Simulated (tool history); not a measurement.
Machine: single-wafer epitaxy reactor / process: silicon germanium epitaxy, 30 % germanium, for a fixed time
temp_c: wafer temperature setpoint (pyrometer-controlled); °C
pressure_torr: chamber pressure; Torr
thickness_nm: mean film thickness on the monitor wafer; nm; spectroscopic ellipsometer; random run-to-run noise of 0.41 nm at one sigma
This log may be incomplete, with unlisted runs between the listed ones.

{"run": 1, "day": 0.0, "temp_c": 615, "pressure_torr": 21.1, "thickness_nm": 80.279}
{"run": 2, "day": 0.204, "temp_c": 622, "pressure_torr": 21.1, "thickness_nm": 90.23}
{"run": 3, "day": 0.45, "temp_c": 623, "pressure_torr": 21.1, "thickness_nm": 92.244}
{"run": 4, "day": 0.538, "temp_c": 623, "pressure_torr": 18.1, "thickness_nm": 83.903}
{"run": 5, "day": 0.754, "temp_c": 625, "pressure_torr": 18.1, "thickness_nm": 87.011}
{"run": 6, "day": 1.046, "temp_c": 625, "pressure_torr": 16.8, "thickness_nm": 83.995}
{"run": 7, "day": 1.096, "temp_c": 627, "pressure_torr": 16.8, "thickness_nm": 86.207}
{"run": 8, "day": 1.408, "temp_c": 629, "pressure_torr": 16.8, "thickness_nm": 89.954}
{"run": 9, "day": 1.717, "temp_c": 629, "pressure_torr": 16.8, "thickness_nm": 89.092}

Run 10 comes next. What will it give?
{"run": 10, "day": 1.888, "temp_c": 631, "pressure_torr": 16.8, "thickness_nm": "?"}

Run 10 measured thickness_nm 91.46 nm.

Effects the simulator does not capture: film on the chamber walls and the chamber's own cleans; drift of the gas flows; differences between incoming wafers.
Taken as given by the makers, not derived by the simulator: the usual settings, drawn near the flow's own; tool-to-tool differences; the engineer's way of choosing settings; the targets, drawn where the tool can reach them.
